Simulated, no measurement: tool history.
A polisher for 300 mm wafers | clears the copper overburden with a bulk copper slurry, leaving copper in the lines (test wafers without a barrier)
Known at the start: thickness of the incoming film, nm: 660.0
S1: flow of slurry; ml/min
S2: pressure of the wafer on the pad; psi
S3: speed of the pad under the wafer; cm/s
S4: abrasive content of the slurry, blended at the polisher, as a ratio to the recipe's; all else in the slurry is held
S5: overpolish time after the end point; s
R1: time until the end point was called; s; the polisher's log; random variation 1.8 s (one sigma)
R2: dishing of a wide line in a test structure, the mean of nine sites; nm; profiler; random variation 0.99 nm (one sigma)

run	hour	S1	S2	S3	S4	S5	R1	R2
1	0	180	1.6	118	1	17	102.19	55.898
2	2.8	180	1.6	118	1	22	102.96	66.831
3	10.9	210	1.6	118	1	22	102.92	64.61
4	11.7	210	1.6	118	0.8	22	109.42	65.676
5	17.5	210	1.6	118	0.65	22	114.44	61.129
6	24.6	210	1.6	92	0.65	22	144.9	53.582

Forecast run 7:
7	32.8	210	1.5	92	0.65	23	?	?

Run 7 gave R1 155.88 s, R2 54.107 nm.

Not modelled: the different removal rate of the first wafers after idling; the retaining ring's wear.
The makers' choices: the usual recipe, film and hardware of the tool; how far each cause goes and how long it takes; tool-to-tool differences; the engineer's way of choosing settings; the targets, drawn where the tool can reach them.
